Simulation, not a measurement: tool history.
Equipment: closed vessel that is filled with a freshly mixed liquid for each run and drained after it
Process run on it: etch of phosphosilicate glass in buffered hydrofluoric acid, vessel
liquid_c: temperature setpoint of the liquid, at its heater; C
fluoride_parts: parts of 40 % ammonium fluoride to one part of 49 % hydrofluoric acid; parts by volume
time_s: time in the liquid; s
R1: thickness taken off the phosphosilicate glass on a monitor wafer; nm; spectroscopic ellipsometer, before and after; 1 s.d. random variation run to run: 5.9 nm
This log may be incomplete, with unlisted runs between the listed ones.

{"run": 1, "hour": 0.0, "liquid_c": 21, "fluoride_parts": 7, "time_s": 100, "R1": 955.18}
{"run": 2, "hour": 0.6, "liquid_c": 22.5, "fluoride_parts": 7, "time_s": 100, "R1": 1037.9}
{"run": 3, "hour": 6.9, "liquid_c": 25.5, "fluoride_parts": 7, "time_s": 100, "R1": 1207.5}
{"run": 4, "hour": 12.7, "liquid_c": 25.5, "fluoride_parts": 7, "time_s": 105, "R1": 1292.1}
{"run": 5, "hour": 15.8, "liquid_c": 25.5, "fluoride_parts": 8, "time_s": 105, "R1": 1107.5}
{"run": 6, "hour": 21.0, "liquid_c": 26.5, "fluoride_parts": 8, "time_s": 105, "R1": 1168.3}
{"run": 7, "hour": 28.3, "liquid_c": 27, "fluoride_parts": 8, "time_s": 105, "R1": 1197.2}
{"run": 8, "hour": 32.8, "liquid_c": 27.5, "fluoride_parts": 8, "time_s": 105, "R1": 1233.3}

What will run 9 give?
{"run": 9, "hour": 35.8, "liquid_c": 28, "fluoride_parts": 8, "time_s": 105, "R1": "?"}

{"run 9": {"R1": 1266.3}}

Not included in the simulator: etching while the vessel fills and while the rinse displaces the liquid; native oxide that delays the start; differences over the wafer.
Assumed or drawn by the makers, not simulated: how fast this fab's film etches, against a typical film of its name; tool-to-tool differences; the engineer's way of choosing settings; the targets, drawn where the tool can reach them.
